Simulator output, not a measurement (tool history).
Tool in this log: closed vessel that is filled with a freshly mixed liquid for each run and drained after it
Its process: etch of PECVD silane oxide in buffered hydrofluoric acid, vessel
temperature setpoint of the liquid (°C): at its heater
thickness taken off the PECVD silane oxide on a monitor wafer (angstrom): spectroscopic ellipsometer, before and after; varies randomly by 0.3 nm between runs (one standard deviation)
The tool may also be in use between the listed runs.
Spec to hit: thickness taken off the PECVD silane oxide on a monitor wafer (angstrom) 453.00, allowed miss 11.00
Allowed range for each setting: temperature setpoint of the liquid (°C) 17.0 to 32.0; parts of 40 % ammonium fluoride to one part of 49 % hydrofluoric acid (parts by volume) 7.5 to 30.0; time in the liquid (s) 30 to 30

run,day,temperature setpoint of the liquid (°C),parts of 40 % ammonium fluoride to one part of 49 % hydrofluoric acid (parts by volume),time in the liquid (s),thickness taken off the PECVD silane oxide on a monitor wafer (angstrom)
1,0.000,24.0,20.5,30,373.65
2,0.158,24.0,20.5,30,374.49
3,0.267,24.0,24.0,30,333.85
4,0.367,24.0,19.5,30,395.20
5,0.512,24.0,23.0,30,350.84
6,0.888,24.5,23.0,30,356.73
7,0.929,25.0,23.0,30,367.17
8,1.175,25.5,23.0,30,376.70
9,1.275,26.0,23.0,30,382.13
10,1.312,26.5,23.0,30,401.48
11,1.604,27.5,23.0,30,420.85
12,1.783,27.5,23.0,30,417.08

Pick the move, out of 4, that brings all results within their allowed miss; only one does.
A,1.962,28.0,20.0,30,?
B,1.962,32.0,27.0,30,?
C,1.962,26.0,17.5,30,?
D,1.962,31.0,27.5,30,?

move,thickness taken off the PECVD silane oxide on a monitor wafer (angstrom)
A,479.73
B,483.59
C,491.04
D,452.91
A: takes the result that was furthest off past its target
B: takes the result that was furthest off past its target
C: takes the result that was furthest off past its target
D: meets every target
Go with D: it meets all targets.
